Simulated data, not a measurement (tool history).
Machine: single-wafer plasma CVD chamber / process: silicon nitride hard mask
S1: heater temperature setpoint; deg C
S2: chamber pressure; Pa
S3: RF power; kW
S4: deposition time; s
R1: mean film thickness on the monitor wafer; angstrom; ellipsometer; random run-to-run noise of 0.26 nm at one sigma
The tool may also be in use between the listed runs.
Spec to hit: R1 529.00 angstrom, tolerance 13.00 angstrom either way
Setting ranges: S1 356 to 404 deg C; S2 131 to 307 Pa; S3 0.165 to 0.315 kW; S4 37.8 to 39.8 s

run,day,S1,S2,S3,S4,R1
1,0.000,380,219,0.240,39.8,421.31
2,0.329,380,219,0.240,39.8,419.89
3,0.383,380,219,0.240,37.8,397.29
4,0.704,380,219,0.220,37.8,371.58
5,0.738,380,233,0.240,38.1,405.55
6,0.958,380,233,0.260,38.1,430.39
# day 1.296: RF generator calibrated
7,1.296,380,239,0.275,38.4,482.88
8,1.342,380,248,0.280,38.4,492.74
9,1.662,380,256,0.280,38.4,495.29

Consider the 4 candidate settings below. Which is the only one whose results all fall within their allowed miss of target?
A,1.983,380,307,0.255,39.8,?
B,1.983,377,261,0.265,39.8,?
C,1.983,368,249,0.290,39.5,?
D,1.983,374,216,0.310,37.8,?

move,R1
A,497.58
B,497.52
C,524.62
D,511.19
A: closes in on the targets versus the last run, not all within tolerance yet
B: closes in on the targets versus the last run, not all within tolerance yet
C: each result inside its tolerance
D: closes in on the targets versus the last run, not all within tolerance yet
So the answer is move C, the one that meets all the targets.
